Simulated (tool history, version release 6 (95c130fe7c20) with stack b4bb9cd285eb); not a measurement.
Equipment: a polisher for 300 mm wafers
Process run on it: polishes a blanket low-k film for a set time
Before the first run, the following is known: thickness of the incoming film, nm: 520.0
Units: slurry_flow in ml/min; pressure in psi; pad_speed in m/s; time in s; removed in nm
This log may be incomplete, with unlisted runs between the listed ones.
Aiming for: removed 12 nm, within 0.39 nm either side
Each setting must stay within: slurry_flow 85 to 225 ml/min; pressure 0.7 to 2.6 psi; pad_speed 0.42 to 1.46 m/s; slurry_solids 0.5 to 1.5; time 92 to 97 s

run 1 hour=0 | slurry_flow=145 pressure=1.6 pad_speed=0.94 slurry_solids=1 time=92 | removed=30.123
run 2 hour=7.7 | slurry_flow=170 pressure=1.6 pad_speed=0.94 slurry_solids=1 time=92 | removed=30.51
run 3 hour=15.1 | slurry_flow=170 pressure=1.4 pad_speed=0.84 slurry_solids=1 time=92 | removed=24.678
run 4 hour=16.4 | slurry_flow=170 pressure=1.8 pad_speed=0.84 slurry_solids=1 time=92 | removed=30.962
run 5 hour=21.9 | slurry_flow=170 pressure=1.8 pad_speed=0.84 slurry_solids=0.85 time=92 | removed=27.91
run 6 hour=27.1 | slurry_flow=170 pressure=1.8 pad_speed=0.7 slurry_solids=0.85 time=92 | removed=24.242
run 7 hour=27.9 | slurry_flow=170 pressure=1.5 pad_speed=0.68 slurry_solids=0.85 time=92 | removed=20.027
run 8 hour=31 | slurry_flow=170 pressure=1.3 pad_speed=0.66 slurry_solids=0.85 time=92 | removed=16.916
run 9 hour=37.2 | slurry_flow=170 pressure=1.2 pad_speed=0.66 slurry_solids=0.85 time=92 | removed=15.674
run 10 hour=41.3 | slurry_flow=170 pressure=1.1 pad_speed=0.66 slurry_solids=0.85 time=92 | removed=14.489
run 11 hour=48 | slurry_flow=140 pressure=0.8 pad_speed=0.66 slurry_solids=0.85 time=92 | removed=10.113
run 12 hour=53.4 | slurry_flow=150 pressure=0.8 pad_speed=0.66 slurry_solids=0.85 time=92 | removed=10.314
run 13 hour=58.1 | slurry_flow=160 pressure=0.8 pad_speed=0.66 slurry_solids=0.85 time=92 | removed=10.487
run 14 hour=64.9 | slurry_flow=170 pressure=0.8 pad_speed=0.66 slurry_solids=0.85 time=92 | removed=10.693
run 15 hour=66 | slurry_flow=180 pressure=0.8 pad_speed=0.66 slurry_solids=0.85 time=92 | removed=10.768
run 16 hour=73.4 | slurry_flow=185 pressure=0.8 pad_speed=0.66 slurry_solids=0.85 time=92 | removed=10.626

Exercise: of the 5 proposed moves below, exactly one satisfies all targets within the stated allowed misses. Which move is it?
run A hour=80.8 | slurry_flow=170 pressure=0.9 pad_speed=0.56 slurry_solids=1.15 time=92 | removed=?
run B hour=80.8 | slurry_flow=185 pressure=0.8 pad_speed=0.7 slurry_solids=0.85 time=97 | removed=?
run C hour=80.8 | slurry_flow=160 pressure=1.1 pad_speed=0.46 slurry_solids=1 time=97 | removed=?
run D hour=80.8 | slurry_flow=200 pressure=1 pad_speed=0.72 slurry_solids=0.75 time=92 | removed=?
run E hour=80.8 | slurry_flow=85 pressure=1.2 pad_speed=0.58 slurry_solids=0.85 time=97 | removed=?

move=A removed=12.499
move=B removed=11.804
move=C removed=12.461
move=D removed=12.94
move=E removed=12.674
A: moves the result that the last run missed by most past its target, out the other side
B: all results land within tolerance of their targets
C: moves the result that the last run missed by most past its target, out the other side
D: moves the result that the last run missed by most past its target, out the other side
E: moves the result that the last run missed by most past its target, out the other side
Correct choice: B, which meets every target

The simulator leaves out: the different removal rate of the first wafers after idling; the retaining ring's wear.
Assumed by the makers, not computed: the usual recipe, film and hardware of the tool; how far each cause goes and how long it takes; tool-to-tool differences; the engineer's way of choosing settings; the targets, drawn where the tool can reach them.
